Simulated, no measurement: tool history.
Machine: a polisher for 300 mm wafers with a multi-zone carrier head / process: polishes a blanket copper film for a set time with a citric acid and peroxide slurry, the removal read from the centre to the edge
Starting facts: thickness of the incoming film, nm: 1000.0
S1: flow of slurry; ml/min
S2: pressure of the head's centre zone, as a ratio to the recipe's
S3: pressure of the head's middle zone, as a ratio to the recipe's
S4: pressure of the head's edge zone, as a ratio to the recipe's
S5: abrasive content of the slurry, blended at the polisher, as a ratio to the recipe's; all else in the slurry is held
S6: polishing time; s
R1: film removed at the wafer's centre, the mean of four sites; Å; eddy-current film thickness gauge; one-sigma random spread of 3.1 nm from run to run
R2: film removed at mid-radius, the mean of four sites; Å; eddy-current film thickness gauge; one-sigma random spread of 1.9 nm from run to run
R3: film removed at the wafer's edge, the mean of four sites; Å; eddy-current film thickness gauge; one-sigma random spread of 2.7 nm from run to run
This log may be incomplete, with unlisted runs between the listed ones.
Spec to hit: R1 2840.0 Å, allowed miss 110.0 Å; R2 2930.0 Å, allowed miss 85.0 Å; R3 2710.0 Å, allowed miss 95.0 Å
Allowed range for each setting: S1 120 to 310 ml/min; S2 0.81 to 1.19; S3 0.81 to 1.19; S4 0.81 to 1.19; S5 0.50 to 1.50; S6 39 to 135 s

| run | day | S1 | S2 | S3 | S4 | S5 | S6 | R1 | R2 | R3 |
|---|---|---|---|---|---|---|---|---|---|---|
| 1 | 0.000 | 200 | 1.00 | 1.00 | 1.00 | 1.00 | 87 | 2032.3 | 2035.5 | 2046.3 |
| 2 | 0.092 | 210 | 1.02 | 1.03 | 1.02 | 1.10 | 88 | 2141.1 | 2151.9 | 2099.7 |
| 3 | 0.138 | 215 | 1.03 | 1.04 | 1.03 | 1.15 | 91 | 2277.0 | 2270.3 | 2239.8 |
| 4 | 0.258 | 215 | 1.03 | 0.99 | 1.03 | 1.15 | 91 | 2240.9 | 2163.0 | 2214.2 |
| 5 | 0.442 | 215 | 0.97 | 0.99 | 1.03 | 1.15 | 91 | 2136.6 | 2195.0 | 2239.8 |
| 6 | 0.796 | 220 | 0.99 | 1.02 | 1.04 | 1.20 | 93 | 2261.7 | 2307.1 | 2343.1 |
| 7 | 0.867 | 225 | 1.00 | 1.05 | 1.04 | 1.25 | 94 | 2346.9 | 2414.0 | 2342.7 |
| 8 | 1.008 | 230 | 1.01 | 1.07 | 1.06 | 1.30 | 95 | 2395.8 | 2522.4 | 2385.3 |
|  | 1.238 | slurry nozzle cleaned |
| 9 | 1.238 | 235 | 1.02 | 1.07 | 1.07 | 1.35 | 96 | 2681.0 | 2683.8 | 2572.2 |

5 candidate next runs follow, results not yet known. Just one meets every target within its allowed miss. Identify it.
| A | 1.467 | 220 | 0.93 | 1.09 | 1.06 | 1.50 | 101 | ? | ? | ? |
| B | 1.467 | 195 | 1.07 | 1.16 | 1.09 | 1.15 | 95 | ? | ? | ? |
| C | 1.467 | 250 | 1.08 | 1.13 | 1.11 | 1.10 | 102 | ? | ? | ? |
| D | 1.467 | 260 | 1.04 | 1.00 | 1.04 | 1.40 | 100 | ? | ? | ? |
| E | 1.467 | 260 | 0.92 | 0.95 | 1.12 | 1.40 | 106 | ? | ? | ? |

| move | R1 | R2 | R3 |
|---|---|---|---|
| A | 2599.5 | 2937.4 | 2735.8 |
| B | 2618.3 | 2732.4 | 2457.4 |
| C | 2928.1 | 2949.9 | 2715.6 |
| D | 2895.7 | 2727.3 | 2697.7 |
| E | 2729.8 | 2770.3 | 2969.8 |
A: puts the biggest miss on target and leaves a different result outside tolerance
B: better than the last run, though not everything is in spec
C: every result within its allowed miss
D: better than the last run, though not everything is in spec
E: better than the last run, though not everything is in spec
Answer: C
